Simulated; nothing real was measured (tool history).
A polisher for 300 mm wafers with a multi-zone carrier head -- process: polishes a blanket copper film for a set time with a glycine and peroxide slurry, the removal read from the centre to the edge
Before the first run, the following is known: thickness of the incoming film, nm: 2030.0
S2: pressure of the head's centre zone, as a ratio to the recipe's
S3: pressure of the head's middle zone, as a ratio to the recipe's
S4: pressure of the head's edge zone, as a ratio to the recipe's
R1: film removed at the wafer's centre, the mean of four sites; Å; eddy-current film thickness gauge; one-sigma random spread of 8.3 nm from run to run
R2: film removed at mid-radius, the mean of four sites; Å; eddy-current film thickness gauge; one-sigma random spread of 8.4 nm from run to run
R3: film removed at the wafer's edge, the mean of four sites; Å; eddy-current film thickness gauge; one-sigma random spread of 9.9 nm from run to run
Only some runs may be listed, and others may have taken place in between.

{"run": 1, "hour": 0.0, "flow of slurry (ml/min)": 300, "S2": 1.0, "S3": 1.0, "S4": 1.0, "polishing time (s)": 90, "R1": 7164.6, "R2": 7021.9, "R3": 6973.9}
{"run": 2, "hour": 7.5, "flow of slurry (ml/min)": 300, "S2": 0.94, "S3": 1.0, "S4": 1.0, "polishing time (s)": 90, "R1": 6682.2, "R2": 6969.2, "R3": 7126.8}
{"run": 3, "hour": 15.9, "flow of slurry (ml/min)": 300, "S2": 1.0, "S3": 1.0, "S4": 1.0, "polishing time (s)": 90, "R1": 7132.5, "R2": 6915.8, "R3": 7040.5}
{"run": 4, "hour": 22.2, "flow of slurry (ml/min)": 300, "S2": 1.0, "S3": 1.0, "S4": 0.95, "polishing time (s)": 90, "R1": 7138.4, "R2": 7062.3, "R3": 6910.7}
{"run": 5, "hour": 30.3, "flow of slurry (ml/min)": 305, "S2": 0.99, "S3": 1.02, "S4": 0.95, "polishing time (s)": 93, "R1": 7150.1, "R2": 7422.8, "R3": 7143.7}
{"run": 6, "hour": 31.7, "flow of slurry (ml/min)": 305, "S2": 0.99, "S3": 1.07, "S4": 0.95, "polishing time (s)": 93, "R1": 7308.3, "R2": 7617.2, "R3": 7115.4}

Run 7, settings as shown, results not yet in. Your forecast:
{"run": 7, "hour": 38.9, "flow of slurry (ml/min)": 310, "S2": 0.98, "S3": 1.08, "S4": 0.95, "polishing time (s)": 95, "R1": "?", "R2": "?", "R3": "?"}

{"run 7": {"R1": 7364.4, "R2": 7818.7, "R3": 7416.9}}

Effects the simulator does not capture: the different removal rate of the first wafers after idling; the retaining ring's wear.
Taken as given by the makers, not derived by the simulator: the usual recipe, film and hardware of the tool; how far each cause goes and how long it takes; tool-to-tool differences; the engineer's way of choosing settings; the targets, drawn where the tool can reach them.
